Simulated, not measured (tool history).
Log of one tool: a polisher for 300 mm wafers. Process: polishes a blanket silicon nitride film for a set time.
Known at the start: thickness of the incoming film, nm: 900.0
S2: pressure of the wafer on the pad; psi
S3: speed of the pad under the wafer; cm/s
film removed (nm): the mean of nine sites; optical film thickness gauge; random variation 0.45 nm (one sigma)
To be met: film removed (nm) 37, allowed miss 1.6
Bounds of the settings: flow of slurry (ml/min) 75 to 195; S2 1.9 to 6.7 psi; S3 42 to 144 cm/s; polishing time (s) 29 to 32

Run 1, hour 0: flow of slurry (ml/min) 125, S2 4.3 psi, S3 92 cm/s, polishing time (s) 32. Result: film removed (nm) 74.431.
Run 2, hour 6.6: flow of slurry (ml/min) 125, S2 4.3 psi, S3 112 cm/s, polishing time (s) 32. Result: film removed (nm) 87.961.
Run 3, hour 12.9: flow of slurry (ml/min) 125, S2 4.3 psi, S3 120 cm/s, polishing time (s) 32. Result: film removed (nm) 92.291.
Run 4, hour 16.5: flow of slurry (ml/min) 125, S2 3.9 psi, S3 114 cm/s, polishing time (s) 32. Result: film removed (nm) 82.573.
Run 5, hour 22.7: flow of slurry (ml/min) 125, S2 3.6 psi, S3 108 cm/s, polishing time (s) 32. Result: film removed (nm) 71.561.
Run 6, hour 25.6: flow of slurry (ml/min) 100, S2 3.6 psi, S3 108 cm/s, polishing time (s) 32. Result: film removed (nm) 67.52.
Run 7, hour 34.3: flow of slurry (ml/min) 100, S2 3.3 psi, S3 106 cm/s, polishing time (s) 32. Result: film removed (nm) 62.71.
Run 8, hour 42.5: flow of slurry (ml/min) 100, S2 3.1 psi, S3 102 cm/s, polishing time (s) 32. Result: film removed (nm) 57.525.
Run 9, hour 45.8: flow of slurry (ml/min) 100, S2 2.9 psi, S3 100 cm/s, polishing time (s) 32. Result: film removed (nm) 51.921.
Run 10, hour 48.9: flow of slurry (ml/min) 100, S2 2.7 psi, S3 100 cm/s, polishing time (s) 32. Result: film removed (nm) 48.18.
Run 11, hour 50.3: flow of slurry (ml/min) 100, S2 2.6 psi, S3 100 cm/s, polishing time (s) 32. Result: film removed (nm) 47.061.
Run 12, hour 56.6: flow of slurry (ml/min) 100, S2 2.5 psi, S3 100 cm/s, polishing time (s) 32. Result: film removed (nm) 45.962.
Run 13, hour 61.9: flow of slurry (ml/min) 100, S2 2.4 psi, S3 100 cm/s, polishing time (s) 32. Result: film removed (nm) 43.056.
Run 14, hour 63.4: flow of slurry (ml/min) 100, S2 2.3 psi, S3 100 cm/s, polishing time (s) 32. Result: film removed (nm) 42.566.
Run 15, hour 66.2: flow of slurry (ml/min) 100, S2 2.2 psi, S3 100 cm/s, polishing time (s) 32. Result: film removed (nm) 40.648.

Which of these 4 next moves meets every target?
Run A, hour 69: flow of slurry (ml/min) 100, S2 2.8 psi, S3 100 cm/s, polishing time (s) 29. Result: film removed (nm) ?.
Run B, hour 69: flow of slurry (ml/min) 85, S2 2.4 psi, S3 90 cm/s, polishing time (s) 31. Result: film removed (nm) ?.
Run C, hour 69: flow of slurry (ml/min) 120, S2 2.3 psi, S3 102 cm/s, polishing time (s) 31. Result: film removed (nm) ?.
Run D, hour 69: flow of slurry (ml/min) 105, S2 2.5 psi, S3 100 cm/s, polishing time (s) 32. Result: film removed (nm) ?.

move  film removed (nm)
   A             44.565
   B             36.113
   C             41.944
   D             44.699
A: further off than the last run
B: meets every target
C: further off than the last run
D: further off than the last run
The right move is B.
